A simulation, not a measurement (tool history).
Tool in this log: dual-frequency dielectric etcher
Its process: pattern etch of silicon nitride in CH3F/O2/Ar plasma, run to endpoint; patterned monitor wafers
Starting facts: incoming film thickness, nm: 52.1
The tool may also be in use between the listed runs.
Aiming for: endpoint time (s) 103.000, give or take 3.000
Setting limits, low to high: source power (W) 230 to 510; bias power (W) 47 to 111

run	day	source power (W)	bias power (W)	endpoint time (s)
1	0.000	370	79	73.683
2	0.262	370	66	80.088
3	0.300	400	66	76.686
4	0.675	400	71	74.211
5	0.925	370	67	78.574
6	1.083	340	63	82.931
7	1.129	320	60	88.023
# day 1.404: wet clean of the chamber
8	1.404	300	58	94.921
9	1.458	290	58	96.994
10	1.633	280	58	97.394
11	1.850	270	58	99.124

4 next moves are on the table. One of them brings every result within its allowed miss. Which?
A	2.067	290	65	?
B	2.067	280	53	?
C	2.067	290	64	?
D	2.067	240	68	?

move	endpoint time (s)
A	92.693
B	104.000
C	93.392
D	98.230
A: lands further from the targets than the last run did
B: all results land within tolerance of their targets
C: lands further from the targets than the last run did
D: lands further from the targets than the last run did
Answer: B
